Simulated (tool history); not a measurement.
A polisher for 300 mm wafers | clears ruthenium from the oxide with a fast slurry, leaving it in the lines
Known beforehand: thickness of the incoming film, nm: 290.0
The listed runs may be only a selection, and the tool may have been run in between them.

run  hour  flow of slurry (ml/min)  pressure of the wafer on the pad (psi)  speed of the pad under the wafer (cm/s)  abrasive content of the slurry  overpolish time after the end point (s)  time until the end point was called (s)  dishing of a wide line in a test structure (nm)
  1     0                      220                                     2.1                                       84                               1                                       21                                   96.192                                           42.533
  2   2.6                      220                                     2.1                                       84                               1                                       15                                   97.643                                           29.817
  3   6.2                      220                                     2.1                                       84                               1                                       11                                   93.665                                           25.327
  4  12.7                      220                                     2.1                                       84                               1                                        6                                   93.348                                           13.505
  5  18.9                      220                                     2.1                                       84                             0.9                                        6                                   99.894                                           13.173
  6  26.2                      220                                     2.1                                       70                             0.9                                        6                                   118.72                                           11.085
  7  28.8                      220                                     2.1                                       72                             0.9                                        7                                   114.91                                           13.361
  8  32.1                      220                                     2.1                                       72                             0.9                                        8                                   114.45                                           15.269
  9    33                      220                                     2.3                                       74                             0.9                                       11                                   103.06                                           23.266
 10  37.9                      225                                     2.2                                       78                            0.95                                        8                                   96.955                                           17.203

Run 11 has not been measured yet. What should we expect?
 11  44.4                      220                                     2.2                                       78                            0.95                                        8                                        ?                                                ?

time until the end point was called (s): 103.47
dishing of a wide line in a test structure (nm): 17.385

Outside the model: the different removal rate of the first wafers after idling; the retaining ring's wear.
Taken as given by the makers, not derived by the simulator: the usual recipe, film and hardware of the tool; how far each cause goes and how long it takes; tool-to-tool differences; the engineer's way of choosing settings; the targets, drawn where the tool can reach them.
